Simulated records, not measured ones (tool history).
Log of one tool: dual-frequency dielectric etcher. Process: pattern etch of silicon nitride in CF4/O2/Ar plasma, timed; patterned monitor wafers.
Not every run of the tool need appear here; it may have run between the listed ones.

| run | hour | source power (W) | bias power (W) | Ar flow (sccm) | CF4 flow (sccm) | etch time (s) | mean etch depth across the wafer (Å) |
|---|---|---|---|---|---|---|---|
| 1 | 0.0 | 690 | 40 | 90 | 110 | 234.5 | 5461.9 |
| 2 | 6.9 | 690 | 40 | 90 | 110 | 234.5 | 5563.7 |
| 3 | 10.9 | 710 | 40 | 90 | 110 | 234.5 | 5656.5 |
| 4 | 16.6 | 720 | 40 | 90 | 110 | 234.5 | 5627.3 |
| 5 | 23.3 | 740 | 40 | 90 | 110 | 234.5 | 5770.7 |
| 6 | 24.7 | 740 | 34 | 90 | 110 | 234.5 | 5393.7 |
| 7 | 27.6 | 760 | 34 | 90 | 110 | 234.5 | 5442.4 |

The next listed run, before its measurement:
| 8 | 36.5 | 780 | 34 | 90 | 110 | 234.5 | ? |

mean etch depth across the wafer (Å): 5564.5

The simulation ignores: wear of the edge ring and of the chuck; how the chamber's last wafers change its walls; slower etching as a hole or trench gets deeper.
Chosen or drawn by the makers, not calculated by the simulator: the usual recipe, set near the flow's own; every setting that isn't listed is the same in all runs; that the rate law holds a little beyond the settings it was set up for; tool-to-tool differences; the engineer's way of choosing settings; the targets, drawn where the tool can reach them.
